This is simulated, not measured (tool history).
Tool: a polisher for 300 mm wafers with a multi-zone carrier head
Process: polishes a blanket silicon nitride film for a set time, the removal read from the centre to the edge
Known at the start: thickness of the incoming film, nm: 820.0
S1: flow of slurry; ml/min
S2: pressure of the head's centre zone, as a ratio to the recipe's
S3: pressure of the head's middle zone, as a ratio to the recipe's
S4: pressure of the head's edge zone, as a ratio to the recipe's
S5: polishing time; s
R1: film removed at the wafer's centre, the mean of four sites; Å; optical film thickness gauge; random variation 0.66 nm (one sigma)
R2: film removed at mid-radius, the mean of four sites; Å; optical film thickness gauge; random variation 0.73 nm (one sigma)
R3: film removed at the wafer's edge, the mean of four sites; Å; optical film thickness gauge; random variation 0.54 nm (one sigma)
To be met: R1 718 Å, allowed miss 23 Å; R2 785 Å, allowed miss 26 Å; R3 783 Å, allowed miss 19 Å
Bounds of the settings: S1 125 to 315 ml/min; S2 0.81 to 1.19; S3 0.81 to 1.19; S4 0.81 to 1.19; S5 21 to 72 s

run  hour   S1    S2    S3    S4  S5      R1      R2      R3
  1     0  205     1     1     1  46  1210.1  1200.2  1196.2
  2   6.5  205     1     1     1  35  928.75  905.96  910.62
  3  11.3  195  0.95  0.98  0.96  34  866.12  864.91  868.36
  4  13.3  220  0.95  0.98  0.96  34  863.67  879.69   864.4
  5  18.6  215  0.91  0.96  0.94  33  781.86   840.6  832.92
  6  20.5  210   0.9  0.95  0.92  33  794.23  827.72  840.32
  7  23.5  210   0.9  0.95  0.92  33  794.37  825.52  829.99
  8  26.3  210  0.88  0.95   0.9  33  770.66  819.12  822.78
  9  31.7  205  0.87  0.95  0.88  33  765.22  815.03  807.54

Which of these 5 next moves meets every target?
  A  37.1  190  0.83  0.89  0.85  31   ?   ?   ?
  B  37.1  210  0.84  1.01  0.87  30   ?   ?   ?
  C  37.1  190  0.89  0.88  0.82  31   ?   ?   ?
  D  37.1  190  0.86  0.88  0.88  32   ?   ?   ?
  E  37.1  235  0.88  0.98  0.96  30   ?   ?   ?

move      R1      R2      R3
   A     672   720.7  742.23
   B  668.05  785.07  731.43
   C  720.98   713.8  730.62
   D  718.94  736.88  778.35
   E  710.23  775.14  773.27
A: takes the result that was furthest off past its target
B: takes the result that was furthest off past its target
C: brings the result that was furthest off to its target, and leaves another outside
D: brings the result that was furthest off to its target, and leaves another outside
E: meets every target
Answer: E
